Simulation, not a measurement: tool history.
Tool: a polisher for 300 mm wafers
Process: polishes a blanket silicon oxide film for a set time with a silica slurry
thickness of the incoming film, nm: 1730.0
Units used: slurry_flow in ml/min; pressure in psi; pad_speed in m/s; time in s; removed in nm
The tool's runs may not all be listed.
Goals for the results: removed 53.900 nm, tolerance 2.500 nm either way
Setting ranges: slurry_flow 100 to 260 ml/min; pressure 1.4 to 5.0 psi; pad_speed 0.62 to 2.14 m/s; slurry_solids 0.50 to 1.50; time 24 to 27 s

run  hour  slurry_flow  pressure  pad_speed  slurry_solids  time  removed
  1   0.0          165       3.2       1.38           1.00    27   93.535
  2   6.7          165       2.5       1.38           1.00    27   73.874
  3   8.5          165       2.5       1.38           1.00    27   75.090
  4  13.9          165       3.0       1.38           1.00    27   87.858
  5  17.0          165       3.0       1.66           1.00    27  102.960
  6  18.5          165       2.7       1.62           1.00    27   89.652
  7  26.1          165       2.5       1.60           1.00    27   80.278
  8  27.8          165       2.3       1.60           1.00    27   77.639
  9  36.1          165       2.1       1.58           1.00    27   68.534
 10  37.4          160       1.4       1.56           1.00    27   46.255
 11  44.5          190       1.7       1.56           1.00    27   56.711

Exercise: of the 4 proposed moves below, exactly one satisfies all targets within the stated allowed misses. Which move is it?
  A  51.6          190       1.8       1.50           1.00    27        ?
  B  51.6          220       1.5       1.94           0.95    24        ?
  C  51.6          165       2.0       1.40           1.00    27        ?
  D  51.6          195       1.6       1.74           1.00    27        ?

move  removed
   A   57.356
   B   52.499
   C   58.733
   D   57.994
A: further off than the last run
B: every result lands within tolerance
C: further off than the last run
D: further off than the last run
Move B is the one to make.
